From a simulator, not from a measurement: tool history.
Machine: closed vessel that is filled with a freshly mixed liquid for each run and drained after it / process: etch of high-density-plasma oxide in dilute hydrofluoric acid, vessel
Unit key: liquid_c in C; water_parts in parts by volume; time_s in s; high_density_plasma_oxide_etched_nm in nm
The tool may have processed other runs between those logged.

| run | hour | liquid_c | water_parts | time_s | high_density_plasma_oxide_etched_nm |
|---|---|---|---|---|---|
| 1 | 0 | 25 | 255 | 1000 | 17.864 |
| 2 | 9.2 | 27 | 245 | 1000 | 19.966 |
| 3 | 17.1 | 27 | 245 | 1000 | 20.134 |
| 4 | 21.2 | 28.5 | 240 | 1000 | 21.911 |
| 5 | 22.5 | 28.5 | 240 | 1065 | 23.249 |
| 6 | 31.9 | 28.5 | 240 | 1065 | 22.969 |
| 7 | 34.1 | 29.5 | 235 | 1065 | 24.793 |

Predict the results of run 8:
| 8 | 36.8 | 30 | 235 | 1065 | ? |

{"run 8": {"high_density_plasma_oxide_etched_nm": 25.062}}
